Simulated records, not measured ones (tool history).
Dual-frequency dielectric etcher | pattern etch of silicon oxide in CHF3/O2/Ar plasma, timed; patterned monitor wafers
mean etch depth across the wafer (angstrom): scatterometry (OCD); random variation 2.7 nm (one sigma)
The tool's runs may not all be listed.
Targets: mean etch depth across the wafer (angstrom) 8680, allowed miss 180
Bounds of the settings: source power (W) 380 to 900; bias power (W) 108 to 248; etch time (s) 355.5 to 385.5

run  hour  source power (W)  bias power (W)  etch time (s)  mean etch depth across the wafer (angstrom)
  1     0               640             178          385.5                                       7671.8
  2   2.4               640             178          355.5                                       7111.5
  3   8.7               660             182          356.5                                       7218.4
  4  12.7               680             188            359                                       7383.6
  5  17.7               770             188            359                                         7576
  6  25.5               770             200            359                                       7705.9
  7  31.5               780             205          361.5                                       7920.3
  8  39.3               790             209          362.5                                         7934
  9  48.2               800             213            364                                       8058.8

Which of these 5 next moves meets every target?
  A  57.1               720             209          355.5                                            ?
  B  57.1               880             248          385.5                                            ?
  C  57.1               870             248          385.5                                            ?
  D  57.1               770             248          373.5                                            ?
  E  57.1               830             248          385.5                                            ?

move  mean etch depth across the wafer (angstrom)
   A                                       7623.4
   B                                       9160.8
   C                                       9136.5
   D                                       8610.8
   E                                       9038.2
A: further off than the last run
B: takes the result that was furthest off past its target
C: takes the result that was furthest off past its target
D: meets every target
E: takes the result that was furthest off past its target
The right move is D.
